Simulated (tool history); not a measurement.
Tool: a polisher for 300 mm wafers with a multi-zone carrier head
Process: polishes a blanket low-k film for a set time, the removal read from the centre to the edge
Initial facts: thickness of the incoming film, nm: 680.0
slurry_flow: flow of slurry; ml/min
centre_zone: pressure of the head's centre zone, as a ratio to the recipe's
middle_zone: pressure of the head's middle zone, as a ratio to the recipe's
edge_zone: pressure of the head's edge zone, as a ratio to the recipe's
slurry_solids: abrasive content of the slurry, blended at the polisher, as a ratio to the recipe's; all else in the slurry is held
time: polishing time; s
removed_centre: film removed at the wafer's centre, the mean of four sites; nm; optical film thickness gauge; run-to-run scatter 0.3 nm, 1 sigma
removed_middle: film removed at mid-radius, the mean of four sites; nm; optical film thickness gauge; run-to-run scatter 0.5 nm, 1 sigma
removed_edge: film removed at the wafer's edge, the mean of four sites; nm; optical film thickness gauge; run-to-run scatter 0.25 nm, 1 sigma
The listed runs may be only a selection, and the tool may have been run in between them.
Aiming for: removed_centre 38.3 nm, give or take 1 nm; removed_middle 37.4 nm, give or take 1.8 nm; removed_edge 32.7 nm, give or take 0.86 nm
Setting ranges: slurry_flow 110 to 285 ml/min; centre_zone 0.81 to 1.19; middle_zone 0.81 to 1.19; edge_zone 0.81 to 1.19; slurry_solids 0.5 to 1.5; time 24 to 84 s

run 1 hour=0 | slurry_flow=180 centre_zone=1 middle_zone=1 edge_zone=1 slurry_solids=1 time=54 | removed_centre=24.19 removed_middle=23.918 removed_edge=24.715
run 2 hour=6.5 | slurry_flow=200 centre_zone=1.04 middle_zone=1.04 edge_zone=1.01 slurry_solids=1.1 time=54 | removed_centre=25.779 removed_middle=25.42 removed_edge=26.002
run 3 hour=15.4 | slurry_flow=200 centre_zone=0.98 middle_zone=1.04 edge_zone=1.01 slurry_solids=1.1 time=54 | removed_centre=24.624 removed_middle=25.973 removed_edge=25.769
run 4 hour=18.8 | slurry_flow=210 centre_zone=1.03 middle_zone=1.07 edge_zone=0.98 slurry_solids=1.2 time=56 | removed_centre=28.265 removed_middle=27.717 removed_edge=27.247
run 5 hour=21.8 | slurry_flow=210 centre_zone=1.03 middle_zone=1.04 edge_zone=0.98 slurry_solids=1.2 time=56 | removed_centre=27.524 removed_middle=27.321 removed_edge=27.012
run 6 hour=27.7 | slurry_flow=210 centre_zone=1.11 middle_zone=1.04 edge_zone=0.98 slurry_solids=1.2 time=56 | removed_centre=29.341 removed_middle=27.288 removed_edge=26.909
run 7 hour=29.1 | slurry_flow=220 centre_zone=1.12 middle_zone=1.08 edge_zone=0.98 slurry_solids=1.25 time=57 | removed_centre=31.19 removed_middle=29.155 removed_edge=28.016
run 8 hour=32.9 | slurry_flow=220 centre_zone=1.12 middle_zone=1.08 edge_zone=0.98 slurry_solids=1.25 time=57 | removed_centre=31.181 removed_middle=29.165 removed_edge=28.308
run 9 hour=38.2 | slurry_flow=230 centre_zone=1.12 middle_zone=1.11 edge_zone=0.97 slurry_solids=1.3 time=58 | removed_centre=32.388 removed_middle=30.893 removed_edge=29.036
run 10 hour=45.8 | slurry_flow=240 centre_zone=1.13 middle_zone=1.13 edge_zone=0.97 slurry_solids=1.35 time=59 | removed_centre=34.019 removed_middle=32.811 removed_edge=29.823
run 11 hour=47.4 | slurry_flow=245 centre_zone=1.14 middle_zone=1.14 edge_zone=0.98 slurry_solids=1.4 time=59 | removed_centre=34.308 removed_middle=33.412 removed_edge=30.021

Which of these 4 next moves meets every target?
run A hour=49 | slurry_flow=255 centre_zone=1.16 middle_zone=1.12 edge_zone=0.88 slurry_solids=1.45 time=54 | removed_centre=? removed_middle=? removed_edge=?
run B hour=49 | slurry_flow=280 centre_zone=1.12 middle_zone=1.14 edge_zone=0.9 slurry_solids=1.15 time=69 | removed_centre=? removed_middle=? removed_edge=?
run C hour=49 | slurry_flow=210 centre_zone=1.19 middle_zone=1.1 edge_zone=0.93 slurry_solids=1.35 time=53 | removed_centre=? removed_middle=? removed_edge=?
run D hour=49 | slurry_flow=195 centre_zone=1.04 middle_zone=0.88 edge_zone=1.19 slurry_solids=1.35 time=63 | removed_centre=? removed_middle=? removed_edge=?

move=A removed_centre=32.604 removed_middle=30.95 removed_edge=26.708
move=B removed_centre=37.82 removed_middle=37.682 removed_edge=32.305
move=C removed_centre=31.362 removed_middle=28.673 removed_edge=25.895
move=D removed_centre=32.181 removed_middle=28.443 removed_edge=34.637
A: moves away from the targets compared with the last run
B: all results land within tolerance of their targets
C: moves away from the targets compared with the last run
D: moves away from the targets compared with the last run
Answer: B
